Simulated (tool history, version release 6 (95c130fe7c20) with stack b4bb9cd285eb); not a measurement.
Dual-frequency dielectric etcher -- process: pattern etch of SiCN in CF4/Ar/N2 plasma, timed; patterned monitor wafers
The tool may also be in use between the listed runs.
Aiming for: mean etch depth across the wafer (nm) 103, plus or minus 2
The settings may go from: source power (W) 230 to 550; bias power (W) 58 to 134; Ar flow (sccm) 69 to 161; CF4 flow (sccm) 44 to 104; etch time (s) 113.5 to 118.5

| run | hour | source power (W) | bias power (W) | Ar flow (sccm) | CF4 flow (sccm) | etch time (s) | mean etch depth across the wafer (nm) |
|---|---|---|---|---|---|---|---|
| 1 | 0 | 390 | 96 | 115 | 74 | 113.5 | 89.001 |
| 2 | 4.8 | 390 | 96 | 101 | 74 | 113.5 | 90.031 |
| 3 | 5.8 | 390 | 96 | 83 | 74 | 113.5 | 92.118 |
| 4 | 10.4 | 390 | 96 | 96 | 74 | 113.5 | 90.47 |
| 5 | 16.9 | 390 | 96 | 96 | 74 | 113.5 | 90.76 |
| 6 | 22 | 400 | 96 | 96 | 74 | 113.5 | 93.383 |
| 7 | 28.7 | 410 | 96 | 96 | 74 | 113.5 | 95.511 |
| 8 | 30.3 | 450 | 97 | 96 | 74 | 113.5 | 105.37 |

Which single option among these 5 for the next run brings every result within its allowed miss of target? Just one does.
| A | 31.9 | 450 | 101 | 94 | 74 | 115 | ? |
| B | 31.9 | 430 | 101 | 69 | 89 | 115.5 | ? |
| C | 31.9 | 450 | 93 | 101 | 78 | 116.5 | ? |
| D | 31.9 | 430 | 102 | 92 | 75 | 113.5 | ? |
| E | 31.9 | 410 | 93 | 99 | 76 | 118.5 | ? |

| move | mean etch depth across the wafer (nm) |
|---|---|
| A | 109.46 |
| B | 111.74 |
| C | 107.19 |
| D | 104.03 |
| E | 98.853 |
A: moves away from the targets compared with the last run
B: moves away from the targets compared with the last run
C: moves away from the targets compared with the last run
D: hits every target within its allowed miss
E: takes the biggest miss from the last run beyond its target
The move that meets every target is D.

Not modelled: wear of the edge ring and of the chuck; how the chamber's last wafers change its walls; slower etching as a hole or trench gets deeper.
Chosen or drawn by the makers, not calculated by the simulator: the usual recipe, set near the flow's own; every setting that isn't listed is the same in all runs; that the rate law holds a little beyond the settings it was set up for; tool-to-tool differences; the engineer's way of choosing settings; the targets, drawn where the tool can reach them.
